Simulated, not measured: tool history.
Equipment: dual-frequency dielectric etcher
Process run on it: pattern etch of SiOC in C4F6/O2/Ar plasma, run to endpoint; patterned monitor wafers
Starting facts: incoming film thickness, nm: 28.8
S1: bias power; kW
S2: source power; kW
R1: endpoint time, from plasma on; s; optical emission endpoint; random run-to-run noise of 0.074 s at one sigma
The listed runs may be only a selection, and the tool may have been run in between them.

{"run": 1, "hour": 0.0, "S1": 0.422, "S2": 0.35, "R1": 10.69}
{"run": 2, "hour": 4.4, "S1": 0.474, "S2": 0.35, "R1": 10.025}
{"run": 3, "hour": 8.5, "S1": 0.474, "S2": 0.29, "R1": 10.613}
{"run": 4, "hour": 13.7, "S1": 0.492, "S2": 0.3, "R1": 10.452}
{"run": 5, "hour": 21.8, "S1": 0.454, "S2": 0.3, "R1": 10.716}
{"run": 6, "hour": 28.1, "S1": 0.489, "S2": 0.3, "R1": 10.435}
{"run": 7, "hour": 32.2, "S1": 0.505, "S2": 0.31, "R1": 10.338}
{"run": 8, "hour": 36.9, "S1": 0.52, "S2": 0.32, "R1": 10.128}
{"hour": 43.0, "done": "source power generator calibrated"}
{"run": 9, "hour": 43.0, "S1": 0.533, "S2": 0.33, "R1": 9.6627}

Forecast run 10:
{"run": 10, "hour": 51.0, "S1": 0.54, "S2": 0.33, "R1": "?"}

{"run 10": {"R1": 9.5959}}
